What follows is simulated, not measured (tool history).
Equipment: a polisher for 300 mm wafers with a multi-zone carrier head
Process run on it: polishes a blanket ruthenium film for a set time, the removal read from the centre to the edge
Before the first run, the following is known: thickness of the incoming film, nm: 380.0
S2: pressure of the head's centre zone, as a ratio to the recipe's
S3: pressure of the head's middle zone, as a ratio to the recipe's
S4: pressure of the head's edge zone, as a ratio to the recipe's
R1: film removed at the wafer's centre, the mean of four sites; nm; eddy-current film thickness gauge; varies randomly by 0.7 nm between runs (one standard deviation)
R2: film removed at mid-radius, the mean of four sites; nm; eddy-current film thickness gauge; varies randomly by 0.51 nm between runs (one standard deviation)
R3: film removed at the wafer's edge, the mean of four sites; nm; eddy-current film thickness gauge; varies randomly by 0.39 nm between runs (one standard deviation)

Run 1, hour 0.0: flow of slurry (ml/min) 180, S2 1.00, S3 1.00, S4 1.00, polishing time (s) 58. Result: R1 109.210 nm, R2 107.670 nm, R3 108.860 nm.
Run 2, hour 1.9: flow of slurry (ml/min) 170, S2 0.99, S3 0.96, S4 0.95, polishing time (s) 48. Result: R1 90.417 nm, R2 85.697 nm, R3 88.254 nm.
Run 3, hour 8.3: flow of slurry (ml/min) 170, S2 0.99, S3 0.96, S4 0.95, polishing time (s) 42. Result: R1 79.812 nm, R2 75.816 nm, R3 76.664 nm.
Run 4, hour 16.6: flow of slurry (ml/min) 165, S2 0.98, S3 0.93, S4 0.93, polishing time (s) 39. Result: R1 71.731 nm, R2 67.246 nm, R3 69.908 nm.
Run 5, hour 24.9: flow of slurry (ml/min) 165, S2 0.91, S3 0.93, S4 0.93, polishing time (s) 39. Result: R1 66.713 nm, R2 67.011 nm, R3 70.976 nm.
Run 6, hour 27.4: flow of slurry (ml/min) 160, S2 0.92, S3 0.91, S4 0.89, polishing time (s) 38. Result: R1 64.201 nm, R2 64.882 nm, R3 66.749 nm.

Forecast run 7:
Run 7, hour 28.8: flow of slurry (ml/min) 160, S2 0.92, S3 0.91, S4 0.89, polishing time (s) 38. Result: R1 ?, R2 ?, R3 ?.

Logged for run 7: R1 65.634 nm, R2 65.459 nm, R3 67.417 nm.
